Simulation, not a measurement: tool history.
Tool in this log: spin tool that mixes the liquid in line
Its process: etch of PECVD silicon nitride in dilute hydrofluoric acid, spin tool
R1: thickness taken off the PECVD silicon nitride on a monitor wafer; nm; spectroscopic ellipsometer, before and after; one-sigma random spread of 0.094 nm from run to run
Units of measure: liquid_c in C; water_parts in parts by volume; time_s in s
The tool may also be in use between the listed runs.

Run 1, hour 0.0: liquid_c 22.0 C, water_parts 100 parts by volume, time_s 280 s. Result: R1 13.1700 nm.
Run 2, hour 3.5: liquid_c 24.0 C, water_parts 95 parts by volume, time_s 280 s. Result: R1 15.7300 nm.
Run 3, hour 11.8: liquid_c 24.0 C, water_parts 125 parts by volume, time_s 280 s. Result: R1 12.0340 nm.
Run 4, hour 18.9: liquid_c 24.0 C, water_parts 155 parts by volume, time_s 280 s. Result: R1 9.7522 nm.
Run 5, hour 25.5: liquid_c 25.5 C, water_parts 135 parts by volume, time_s 280 s. Result: R1 12.2010 nm.
Run 6, hour 30.6: liquid_c 25.5 C, water_parts 160 parts by volume, time_s 280 s. Result: R1 10.4180 nm.
Run 7, hour 37.2: liquid_c 26.5 C, water_parts 135 parts by volume, time_s 280 s. Result: R1 13.1150 nm.
Run 8, hour 41.3: liquid_c 27.5 C, water_parts 115 parts by volume, time_s 280 s. Result: R1 16.3430 nm.

What does the tool deliver on the next run?
Run 9, hour 48.9: liquid_c 28.0 C, water_parts 100 parts by volume, time_s 280 s. Result: R1 ?.

R1: 19.3250 nm
